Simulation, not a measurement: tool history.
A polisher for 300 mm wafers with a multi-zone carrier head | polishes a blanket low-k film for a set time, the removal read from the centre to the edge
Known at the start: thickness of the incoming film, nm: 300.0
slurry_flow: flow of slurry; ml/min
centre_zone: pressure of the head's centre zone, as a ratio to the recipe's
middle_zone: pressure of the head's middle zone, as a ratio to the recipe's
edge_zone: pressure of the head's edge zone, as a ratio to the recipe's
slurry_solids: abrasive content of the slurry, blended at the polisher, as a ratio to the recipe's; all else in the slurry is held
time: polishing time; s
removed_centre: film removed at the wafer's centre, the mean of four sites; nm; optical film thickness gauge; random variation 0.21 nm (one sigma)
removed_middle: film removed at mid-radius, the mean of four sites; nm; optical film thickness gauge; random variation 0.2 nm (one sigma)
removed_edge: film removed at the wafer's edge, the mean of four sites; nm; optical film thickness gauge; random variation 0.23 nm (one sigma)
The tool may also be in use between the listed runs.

run 1 hour=0.0 | slurry_flow=265 centre_zone=1.00 middle_zone=1.00 edge_zone=1.00 slurry_solids=1.00 time=41 | removed_centre=12.264 removed_middle=12.833 removed_edge=12.472
run 2 hour=7.3 | slurry_flow=265 centre_zone=0.93 middle_zone=1.00 edge_zone=1.00 slurry_solids=1.00 time=41 | removed_centre=11.732 removed_middle=12.773 removed_edge=12.511
run 3 hour=8.5 | slurry_flow=265 centre_zone=0.93 middle_zone=1.00 edge_zone=1.00 slurry_solids=1.15 time=41 | removed_centre=12.228 removed_middle=13.791 removed_edge=13.795
run 4 hour=11.9 | slurry_flow=265 centre_zone=0.87 middle_zone=1.00 edge_zone=1.00 slurry_solids=1.15 time=41 | removed_centre=11.767 removed_middle=13.860 removed_edge=13.351
run 5 hour=18.2 | slurry_flow=305 centre_zone=0.98 middle_zone=1.03 edge_zone=0.94 slurry_solids=1.25 time=44 | removed_centre=14.788 removed_middle=16.101 removed_edge=14.782
run 6 hour=27.0 | slurry_flow=305 centre_zone=0.98 middle_zone=1.03 edge_zone=0.94 slurry_solids=1.10 time=44 | removed_centre=13.995 removed_middle=14.823 removed_edge=13.786

Forecast run 7:
run 7 hour=30.4 | slurry_flow=320 centre_zone=1.04 middle_zone=1.05 edge_zone=0.95 slurry_solids=1.25 time=45 | removed_centre=? removed_middle=? removed_edge=?

Run 7 gave removed_centre 16.219 nm, removed_middle 16.693 nm, removed_edge 15.457 nm.
